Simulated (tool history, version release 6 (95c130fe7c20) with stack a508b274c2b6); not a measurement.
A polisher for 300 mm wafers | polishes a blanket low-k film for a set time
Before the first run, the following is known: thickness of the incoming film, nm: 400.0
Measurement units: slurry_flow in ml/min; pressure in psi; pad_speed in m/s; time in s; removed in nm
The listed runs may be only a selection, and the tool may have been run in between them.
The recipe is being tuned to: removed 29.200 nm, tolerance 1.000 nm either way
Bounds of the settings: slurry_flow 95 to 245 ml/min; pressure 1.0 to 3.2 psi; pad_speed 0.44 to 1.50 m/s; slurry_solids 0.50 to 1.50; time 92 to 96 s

| run | hour | slurry_flow | pressure | pad_speed | slurry_solids | time | removed |
|---|---|---|---|---|---|---|---|
| 1 | 0.0 | 155 | 2.1 | 0.96 | 1.00 | 92 | 42.760 |
| 2 | 2.2 | 155 | 2.1 | 0.96 | 1.00 | 96 | 44.292 |
| 3 | 10.0 | 150 | 1.9 | 0.96 | 1.00 | 96 | 40.031 |
| 4 | 15.6 | 145 | 1.8 | 0.96 | 1.00 | 96 | 37.630 |
| 5 | 23.1 | 140 | 1.7 | 0.96 | 1.00 | 96 | 35.278 |
| 6 | 26.2 | 175 | 1.7 | 0.96 | 1.00 | 96 | 36.409 |
| 7 | 31.9 | 175 | 1.6 | 0.96 | 1.00 | 96 | 34.608 |
| 8 | 38.7 | 175 | 1.5 | 0.96 | 1.00 | 96 | 31.952 |
| 9 | 43.4 | 175 | 1.4 | 0.96 | 1.00 | 96 | 30.687 |

Exactly one of the 4 candidate moves below puts every result within its allowed miss. Which one?
| A | 48.1 | 200 | 1.2 | 1.08 | 1.05 | 94 | ? |
| B | 48.1 | 150 | 1.4 | 1.10 | 0.95 | 93 | ? |
| C | 48.1 | 190 | 1.5 | 0.98 | 1.00 | 94 | ? |
| D | 48.1 | 165 | 1.5 | 0.98 | 1.05 | 96 | ? |

| move | removed |
|---|---|
| A | 29.926 |
| B | 31.697 |
| C | 33.168 |
| D | 34.109 |
A: meets every target
B: further off than the last run
C: further off than the last run
D: further off than the last run
Answer: A
